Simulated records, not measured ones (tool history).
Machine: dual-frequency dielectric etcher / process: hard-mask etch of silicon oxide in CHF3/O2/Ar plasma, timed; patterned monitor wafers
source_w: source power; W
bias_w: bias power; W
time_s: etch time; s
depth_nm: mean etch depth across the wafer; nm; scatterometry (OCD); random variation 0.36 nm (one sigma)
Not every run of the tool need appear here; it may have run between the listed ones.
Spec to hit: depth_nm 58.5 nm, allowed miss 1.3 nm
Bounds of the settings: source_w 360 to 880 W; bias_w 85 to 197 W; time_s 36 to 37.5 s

{"run": 1, "hour": 0.0, "source_w": 620, "bias_w": 141, "time_s": 36, "depth_nm": 67.498}
{"run": 2, "hour": 7.9, "source_w": 620, "bias_w": 141, "time_s": 37.5, "depth_nm": 69.7}
{"run": 3, "hour": 14.0, "source_w": 590, "bias_w": 139, "time_s": 37.5, "depth_nm": 67.22}
{"run": 4, "hour": 19.9, "source_w": 570, "bias_w": 138, "time_s": 37.5, "depth_nm": 66.23}
{"run": 5, "hour": 21.2, "source_w": 640, "bias_w": 138, "time_s": 37.5, "depth_nm": 70.198}
{"run": 6, "hour": 25.6, "source_w": 640, "bias_w": 138, "time_s": 37.5, "depth_nm": 70.619}
{"run": 7, "hour": 31.7, "source_w": 510, "bias_w": 118, "time_s": 37, "depth_nm": 57.099}
{"run": 8, "hour": 37.4, "source_w": 510, "bias_w": 118, "time_s": 37, "depth_nm": 56.697}

Which of these 4 next moves meets every target?
{"run": "A", "hour": 43.1, "source_w": 530, "bias_w": 130, "time_s": 37.5, "depth_nm": "?"}
{"run": "B", "hour": 43.1, "source_w": 560, "bias_w": 124, "time_s": 37.5, "depth_nm": "?"}
{"run": "C", "hour": 43.1, "source_w": 540, "bias_w": 124, "time_s": 37, "depth_nm": "?"}
{"run": "D", "hour": 43.1, "source_w": 510, "bias_w": 123, "time_s": 37.5, "depth_nm": "?"}

move=A depth_nm=61.313
move=B depth_nm=62.488
move=C depth_nm=60.23
move=D depth_nm=58.609
A: moves the result that the last run missed by most past its target, out the other side
B: moves the result that the last run missed by most past its target, out the other side
C: moves the result that the last run missed by most past its target, out the other side
D: meets every target
D meets every target.

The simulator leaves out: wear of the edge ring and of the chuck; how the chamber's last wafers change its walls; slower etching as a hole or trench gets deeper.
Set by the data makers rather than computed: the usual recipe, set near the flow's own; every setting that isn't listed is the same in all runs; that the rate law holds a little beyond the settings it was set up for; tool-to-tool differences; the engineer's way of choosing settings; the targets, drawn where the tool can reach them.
